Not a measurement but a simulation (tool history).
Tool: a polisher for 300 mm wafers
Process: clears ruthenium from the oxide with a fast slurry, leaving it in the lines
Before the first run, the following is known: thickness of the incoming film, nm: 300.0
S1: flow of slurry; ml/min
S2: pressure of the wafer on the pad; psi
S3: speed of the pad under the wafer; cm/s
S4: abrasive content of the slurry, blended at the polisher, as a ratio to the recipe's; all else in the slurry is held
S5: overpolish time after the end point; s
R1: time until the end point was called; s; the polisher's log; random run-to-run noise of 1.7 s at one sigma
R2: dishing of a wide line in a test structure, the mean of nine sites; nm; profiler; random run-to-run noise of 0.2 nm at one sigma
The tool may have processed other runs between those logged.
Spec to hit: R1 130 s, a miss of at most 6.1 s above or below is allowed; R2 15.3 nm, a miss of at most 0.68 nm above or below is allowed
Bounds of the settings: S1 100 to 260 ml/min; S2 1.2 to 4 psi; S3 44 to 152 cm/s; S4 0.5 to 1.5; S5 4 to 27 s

run  hour   S1   S2  S3    S4  S5      R1      R2
  1     0  165  2.6  98     1  14  91.038  33.434
  2   7.5  140  2.6  98     1  14  93.326  33.581
  3  11.1  140  2.6  98  0.95  14  95.602  32.497
  4  18.8  145  2.5  98  0.95  13  98.098  29.553
  5  23.4  150  2.4  98  0.95  12  101.12   26.93
  6  28.6  155  2.3  98  0.95  11  102.68  24.562
  7  35.4  160  2.2  98  0.95  10  107.19  21.765
  8  38.9  160  2.1  98  0.95  10  111.11  21.612
  9  46.5  165    2  98  0.95  10  113.15  20.453
 10  54.4  165  1.9  98  0.95  10  119.85  20.078
 11  61.4  175  1.8  98  0.95   8  123.79  15.725
 12  69.8  175  1.8  98  0.95   8  123.83  16.212

Of the 4 settings listed for the next run, only one would bring every result within its allowed miss of target. Which one?
  A  78.2  155  1.7  98  1.05   9   ?   ?
  B  78.2  145  2.4  88   0.7   8   ?   ?
  C  78.2  145    2  96   1.1   8   ?   ?
  D  78.2  180  2.1  92   0.9   9   ?   ?

move      R1      R2
   A     130  17.586
   B  132.47  15.532
   C  116.24  17.492
   D  121.69  18.662
A: misses by more than the last run did
B: every result within its allowed miss
C: misses by more than the last run did
D: misses by more than the last run did
The right move is B.
